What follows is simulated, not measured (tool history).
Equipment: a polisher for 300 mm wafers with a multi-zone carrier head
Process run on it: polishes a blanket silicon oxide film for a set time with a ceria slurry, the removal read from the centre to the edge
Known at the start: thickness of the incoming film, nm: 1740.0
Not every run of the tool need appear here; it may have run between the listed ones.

| run | hour | flow of slurry (ml/min) | pressure of the head's centre zone | pressure of the head's middle zone | pressure of the head's edge zone | polishing time (s) | film removed at the wafer's centre (angstrom) | film removed at mid-radius (angstrom) | film removed at the wafer's edge (angstrom) |
|---|---|---|---|---|---|---|---|---|---|
| 1 | 0.0 | 200 | 1.00 | 1.00 | 1.00 | 36 | 1797.3 | 1804.4 | 1726.0 |
| 2 | 8.4 | 200 | 0.97 | 1.00 | 1.00 | 36 | 1681.6 | 1753.2 | 1751.3 |
| 3 | 16.1 | 200 | 0.97 | 1.00 | 1.00 | 32 | 1534.3 | 1606.9 | 1581.0 |
| 4 | 18.6 | 200 | 0.97 | 1.00 | 1.00 | 41 | 1967.5 | 2038.2 | 1949.0 |
| 5 | 27.3 | 210 | 0.99 | 0.97 | 1.06 | 43 | 2129.5 | 2082.8 | 2094.8 |
| 6 | 30.2 | 215 | 1.00 | 0.95 | 1.09 | 45 | 2242.2 | 2142.6 | 2271.1 |

For run 7, what comes out?
| 7 | 37.9 | 225 | 1.02 | 0.94 | 1.10 | 45 | ? | ? | ? |

Logged for run 7: film removed at the wafer's centre (angstrom) 2296.5, film removed at mid-radius (angstrom) 2160.4, film removed at the wafer's edge (angstrom) 2260.1.

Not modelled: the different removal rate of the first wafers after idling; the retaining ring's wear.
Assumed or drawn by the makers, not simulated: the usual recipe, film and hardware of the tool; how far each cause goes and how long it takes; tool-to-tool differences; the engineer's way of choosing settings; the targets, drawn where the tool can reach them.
